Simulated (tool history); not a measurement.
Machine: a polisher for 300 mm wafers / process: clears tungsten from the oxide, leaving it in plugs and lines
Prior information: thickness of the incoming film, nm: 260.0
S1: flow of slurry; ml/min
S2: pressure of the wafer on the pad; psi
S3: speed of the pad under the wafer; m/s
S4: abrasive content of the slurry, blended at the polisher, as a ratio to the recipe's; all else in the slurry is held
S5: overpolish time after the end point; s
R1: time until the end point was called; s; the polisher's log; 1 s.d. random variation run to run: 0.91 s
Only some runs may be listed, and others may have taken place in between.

| run | hour | S1 | S2 | S3 | S4 | S5 | R1 |
|---|---|---|---|---|---|---|---|
| 1 | 0.0 | 130 | 3.2 | 1.26 | 1.0 | 24 | 53.204 |
| 2 | 5.2 | 130 | 3.2 | 0.98 | 1.0 | 24 | 63.013 |
| 3 | 7.4 | 130 | 3.2 | 0.74 | 1.0 | 24 | 79.094 |
| 4 | 9.2 | 130 | 3.1 | 0.74 | 1.0 | 24 | 81.995 |
| 5 | 17.9 | 130 | 3.8 | 0.74 | 1.0 | 24 | 67.907 |
| 6 | 18.6 | 130 | 3.7 | 0.74 | 1.0 | 24 | 69.091 |
| 7 | 27.5 | 130 | 3.6 | 0.74 | 1.0 | 24 | 71.168 |
| 8 | 31.2 | 130 | 3.5 | 0.74 | 1.0 | 24 | 73.206 |

Run 9 comes next. What will it give?
| 9 | 39.0 | 130 | 3.4 | 0.74 | 1.0 | 24 | ? |

{"run 9": {"R1": 74.047}}
